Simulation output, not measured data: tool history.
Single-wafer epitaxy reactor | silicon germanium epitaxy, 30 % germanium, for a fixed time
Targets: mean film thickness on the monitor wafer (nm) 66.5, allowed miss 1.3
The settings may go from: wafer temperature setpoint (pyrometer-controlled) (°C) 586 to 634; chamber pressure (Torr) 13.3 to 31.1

run	hour	wafer temperature setpoint (pyrometer-controlled) (°C)	chamber pressure (Torr)	mean film thickness on the monitor wafer (nm)
1	0	610	22.2	78.492
2	7.2	610	20	74.249
3	8.7	601	20	61.89
4	12.3	601	21.4	64.409
5	20.3	609	21.4	75.579
6	26.1	607	21.4	72.71
7	33.4	607	21.4	72.808
8	34.2	606	21.4	71.471
9	41.7	605	21.4	69.625
10	45.7	604	21.4	68.157

5 next moves are on the table. One of them brings every result within its allowed miss. Which?
A	49.7	600	26.6	?
B	49.7	601	21.4	?
C	49.7	616	14.8	?
D	49.7	607	18.3	?
E	49.7	606	22.2	?

move	mean film thickness on the monitor wafer (nm)
A	69.973
B	64.175
C	71.383
D	66.937
E	72.443
A: further off than the last run
B: takes the result that was furthest off past its target
C: further off than the last run
D: meets every target
E: further off than the last run
The right move is D.
